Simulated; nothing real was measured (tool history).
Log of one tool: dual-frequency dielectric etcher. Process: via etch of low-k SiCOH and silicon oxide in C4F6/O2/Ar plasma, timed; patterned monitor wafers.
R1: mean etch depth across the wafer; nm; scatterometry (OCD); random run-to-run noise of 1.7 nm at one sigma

{"run": 1, "hour": 0.0, "source power (kW)": 0.33, "bias power (kW)": 0.142, "etch time (s)": 119.0, "R1": 289.61}
{"run": 2, "hour": 6.4, "source power (kW)": 0.33, "bias power (kW)": 0.122, "etch time (s)": 119.0, "R1": 274.7}
{"run": 3, "hour": 11.9, "source power (kW)": 0.33, "bias power (kW)": 0.096, "etch time (s)": 119.0, "R1": 253.19}
{"run": 4, "hour": 14.1, "source power (kW)": 0.33, "bias power (kW)": 0.119, "etch time (s)": 119.0, "R1": 270.51}
{"run": 5, "hour": 23.1, "source power (kW)": 0.28, "bias power (kW)": 0.119, "etch time (s)": 119.0, "R1": 254.5}
{"run": 6, "hour": 27.8, "source power (kW)": 0.3, "bias power (kW)": 0.123, "etch time (s)": 119.0, "R1": 265.81}

Predict the results of run 7:
{"run": 7, "hour": 31.8, "source power (kW)": 0.36, "bias power (kW)": 0.142, "etch time (s)": 119.5, "R1": "?"}

{"run 7": {"R1": 299.09}}

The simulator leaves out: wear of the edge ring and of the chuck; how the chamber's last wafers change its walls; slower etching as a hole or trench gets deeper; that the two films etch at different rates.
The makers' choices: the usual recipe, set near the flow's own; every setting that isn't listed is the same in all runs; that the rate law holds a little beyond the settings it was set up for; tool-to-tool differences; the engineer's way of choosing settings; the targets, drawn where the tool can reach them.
